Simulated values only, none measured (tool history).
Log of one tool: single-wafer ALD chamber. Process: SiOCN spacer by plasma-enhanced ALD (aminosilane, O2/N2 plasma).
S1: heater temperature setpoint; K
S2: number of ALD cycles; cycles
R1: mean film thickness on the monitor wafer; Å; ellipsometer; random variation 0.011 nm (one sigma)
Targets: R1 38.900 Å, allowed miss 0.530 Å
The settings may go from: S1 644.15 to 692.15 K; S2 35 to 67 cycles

run 1 day=0.000 | S1=668.15 S2=51 | R1=33.493
run 2 day=0.338 | S1=672.15 S2=51 | R1=33.727
run 3 day=0.396 | S1=662.15 S2=51 | R1=33.378
run 4 day=0.508 | S1=672.15 S2=51 | R1=33.554
run 5 day=0.538 | S1=679.15 S2=51 | R1=32.877
run 6 day=0.729 | S1=686.15 S2=51 | R1=32.573
run 7 day=0.833 | S1=682.15 S2=53 | R1=34.183
run 8 day=0.925 | S1=682.15 S2=53 | R1=34.088
run 9 day=1.054 | S1=679.15 S2=55 | R1=35.609
run 10 day=1.404 | S1=677.15 S2=56 | R1=36.512
run 11 day=1.738 | S1=675.15 S2=57 | R1=37.550
run 12 day=1.954 | S1=674.15 S2=57 | R1=37.622
run 13 day=2.167 | S1=673.15 S2=57 | R1=37.583
run 14 day=2.438 | S1=672.15 S2=57 | R1=37.562

5 next moves are on the table. One of them brings every result within its allowed miss. Which?
run A day=2.708 | S1=669.15 S2=61 | R1=?
run B day=2.708 | S1=673.15 S2=57 | R1=?
run C day=2.708 | S1=663.15 S2=59 | R1=?
run D day=2.708 | S1=677.15 S2=58 | R1=?
run E day=2.708 | S1=669.15 S2=57 | R1=?

move=A R1=40.177
move=B R1=37.542
move=C R1=38.859
move=D R1=37.836
move=E R1=37.542
A: takes the result that was furthest off past its target
B: as far off as the last run
C: meets every target
D: nearer than the last run, and not there yet
E: as far off as the last run
Move C is the one to make.

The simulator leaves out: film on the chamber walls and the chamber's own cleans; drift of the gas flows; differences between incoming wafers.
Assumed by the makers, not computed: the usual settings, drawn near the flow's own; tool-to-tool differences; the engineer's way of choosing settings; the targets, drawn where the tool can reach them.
